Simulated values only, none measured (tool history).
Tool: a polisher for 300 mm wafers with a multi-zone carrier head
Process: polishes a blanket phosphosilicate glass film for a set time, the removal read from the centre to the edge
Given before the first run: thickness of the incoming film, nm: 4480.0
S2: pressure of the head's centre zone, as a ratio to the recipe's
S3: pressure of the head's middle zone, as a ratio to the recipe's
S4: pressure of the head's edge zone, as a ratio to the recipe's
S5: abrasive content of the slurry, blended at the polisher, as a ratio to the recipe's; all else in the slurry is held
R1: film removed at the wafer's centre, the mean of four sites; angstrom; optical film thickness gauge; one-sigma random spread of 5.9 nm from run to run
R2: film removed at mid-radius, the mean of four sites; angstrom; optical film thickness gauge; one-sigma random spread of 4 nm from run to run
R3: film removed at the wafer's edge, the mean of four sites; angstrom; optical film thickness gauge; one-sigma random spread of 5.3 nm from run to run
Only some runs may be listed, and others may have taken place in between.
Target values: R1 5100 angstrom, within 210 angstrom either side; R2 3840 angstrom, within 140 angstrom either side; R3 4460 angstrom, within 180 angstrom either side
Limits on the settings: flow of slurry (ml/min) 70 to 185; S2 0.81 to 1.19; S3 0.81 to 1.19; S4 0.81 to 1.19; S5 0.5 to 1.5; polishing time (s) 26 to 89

{"run": 1, "hour": 0.0, "flow of slurry (ml/min)": 120, "S2": 1, "S3": 1, "S4": 1, "S5": 1, "polishing time (s)": 57, "R1": 4620.9, "R2": 4585.9, "R3": 4844.4}
{"run": 2, "hour": 6.5, "flow of slurry (ml/min)": 120, "S2": 1, "S3": 1.05, "S4": 1, "S5": 1, "polishing time (s)": 57, "R1": 4628.9, "R2": 4880.9, "R3": 4942.2}
{"run": 3, "hour": 10.6, "flow of slurry (ml/min)": 110, "S2": 1.05, "S3": 1, "S4": 0.99, "S5": 1, "polishing time (s)": 57, "R1": 4498.1, "R2": 4566.8, "R3": 4787.3}
{"run": 4, "hour": 13.6, "flow of slurry (ml/min)": 110, "S2": 0.97, "S3": 1, "S4": 0.99, "S5": 1, "polishing time (s)": 57, "R1": 4258.1, "R2": 4552.5, "R3": 4779.3}
{"run": 5, "hour": 15.8, "flow of slurry (ml/min)": 120, "S2": 1.02, "S3": 0.95, "S4": 0.97, "S5": 0.95, "polishing time (s)": 57, "R1": 4529.5, "R2": 4299.3, "R3": 4639.2}
{"run": 6, "hour": 17.8, "flow of slurry (ml/min)": 125, "S2": 1.05, "S3": 0.91, "S4": 0.96, "S5": 0.95, "polishing time (s)": 57, "R1": 4761.9, "R2": 4307.9, "R3": 4699.8}
{"hour": 20.0, "done": "slurry nozzle cleaned"}
{"run": 7, "hour": 20.0, "flow of slurry (ml/min)": 130, "S2": 1.08, "S3": 0.88, "S4": 0.96, "S5": 0.9, "polishing time (s)": 57, "R1": 5564, "R2": 4571.1, "R3": 4990.5}
{"run": 8, "hour": 26.8, "flow of slurry (ml/min)": 100, "S2": 1.1, "S3": 0.81, "S4": 0.97, "S5": 0.65, "polishing time (s)": 55, "R1": 4142.4, "R2": 3189.6, "R3": 3877.4}
{"run": 9, "hour": 33.5, "flow of slurry (ml/min)": 115, "S2": 1.1, "S3": 0.81, "S4": 0.98, "S5": 0.65, "polishing time (s)": 55, "R1": 4336, "R2": 3308.9, "R3": 3911.1}
{"run": 10, "hour": 39.7, "flow of slurry (ml/min)": 145, "S2": 1.11, "S3": 0.83, "S4": 1.08, "S5": 0.8, "polishing time (s)": 55, "R1": 5288.3, "R2": 4090.8, "R3": 4863.9}
{"run": 11, "hour": 41.4, "flow of slurry (ml/min)": 145, "S2": 1.11, "S3": 0.83, "S4": 1.08, "S5": 0.8, "polishing time (s)": 55, "R1": 5282.7, "R2": 4112.3, "R3": 4842.8}
{"run": 12, "hour": 47.2, "flow of slurry (ml/min)": 140, "S2": 1.12, "S3": 0.83, "S4": 1.06, "S5": 0.8, "polishing time (s)": 55, "R1": 5203.1, "R2": 3960.4, "R3": 4840.4}
{"run": 13, "hour": 54.8, "flow of slurry (ml/min)": 140, "S2": 1.12, "S3": 0.83, "S4": 1.03, "S5": 0.8, "polishing time (s)": 55, "R1": 5294.4, "R2": 3988.9, "R3": 4699.7}
{"run": 14, "hour": 55.5, "flow of slurry (ml/min)": 135, "S2": 1.12, "S3": 0.83, "S4": 1.02, "S5": 0.8, "polishing time (s)": 55, "R1": 5127.5, "R2": 3997.6, "R3": 4675.7}

Below are 4 possible settings for the next run. Only one of them brings all results inside the allowed miss of their targets. Which is it?
{"run": "A", "hour": 56.2, "flow of slurry (ml/min)": 95, "S2": 1.14, "S3": 0.81, "S4": 1.06, "S5": 0.9, "polishing time (s)": 57, "R1": "?", "R2": "?", "R3": "?"}
{"run": "B", "hour": 56.2, "flow of slurry (ml/min)": 125, "S2": 1.15, "S3": 0.84, "S4": 0.99, "S5": 0.9, "polishing time (s)": 50, "R1": "?", "R2": "?", "R3": "?"}
{"run": "C", "hour": 56.2, "flow of slurry (ml/min)": 185, "S2": 1.19, "S3": 0.81, "S4": 0.94, "S5": 1, "polishing time (s)": 45, "R1": "?", "R2": "?", "R3": "?"}
{"run": "D", "hour": 56.2, "flow of slurry (ml/min)": 100, "S2": 1.1, "S3": 1.01, "S4": 1.05, "S5": 1.15, "polishing time (s)": 47, "R1": "?", "R2": "?", "R3": "?"}

move=A R1=5269.8 R2=3970.5 R3=4915
move=B R1=5109.9 R2=3883.4 R3=4422.1
move=C R1=5473.3 R2=3861.4 R3=4342.8
move=D R1=4803.7 R2=4488.8 R3=4569.2
A: lands further from the targets than the last run did
B: hits every target within its allowed miss
C: the furthest-off result lands on target, but another misses its tolerance
D: the furthest-off result lands on target, but another misses its tolerance
Go with B: it meets all targets.
